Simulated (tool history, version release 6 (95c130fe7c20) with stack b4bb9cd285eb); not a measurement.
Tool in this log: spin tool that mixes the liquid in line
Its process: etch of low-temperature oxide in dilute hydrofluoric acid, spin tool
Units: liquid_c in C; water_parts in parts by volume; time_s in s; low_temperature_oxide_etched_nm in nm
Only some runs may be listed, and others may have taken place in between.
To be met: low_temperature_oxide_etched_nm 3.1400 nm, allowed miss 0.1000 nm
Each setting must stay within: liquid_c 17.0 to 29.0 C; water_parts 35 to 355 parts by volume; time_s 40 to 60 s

| run | hour | liquid_c | water_parts | time_s | low_temperature_oxide_etched_nm |
|---|---|---|---|---|---|
| 1 | 0.0 | 21.0 | 195 | 60 | 4.2409 |
| 2 | 5.9 | 22.0 | 195 | 60 | 4.4282 |
| 3 | 9.5 | 22.0 | 160 | 60 | 5.5571 |
| 4 | 13.2 | 25.5 | 160 | 60 | 6.4727 |
| 5 | 21.6 | 23.5 | 175 | 60 | 5.4193 |
| 6 | 30.3 | 22.0 | 185 | 60 | 4.7524 |
| 7 | 38.1 | 21.0 | 195 | 60 | 4.2338 |
| 8 | 40.0 | 20.0 | 200 | 60 | 3.9887 |
| 9 | 42.0 | 19.5 | 205 | 60 | 3.8007 |
| 10 | 48.5 | 19.0 | 210 | 60 | 3.5814 |
| 11 | 55.7 | 18.5 | 210 | 60 | 3.4811 |
| 12 | 62.3 | 18.0 | 210 | 60 | 3.4809 |

Exercise: of the 4 proposed moves below, exactly one satisfies all targets within the stated allowed misses. Which move is it?
| A | 68.9 | 17.0 | 220 | 60 | ? |
| B | 68.9 | 17.0 | 165 | 40 | ? |
| C | 68.9 | 17.5 | 185 | 60 | ? |
| D | 68.9 | 17.0 | 180 | 60 | ? |

| move | low_temperature_oxide_etched_nm |
|---|---|
| A | 3.1239 |
| B | 2.9215 |
| C | 3.9133 |
| D | 3.9606 |
A: hits every target within its allowed miss
B: moves the result that the last run missed by most past its target, out the other side
C: moves away from the targets compared with the last run
D: moves away from the targets compared with the last run
A is the move that brings every result within its allowed miss.
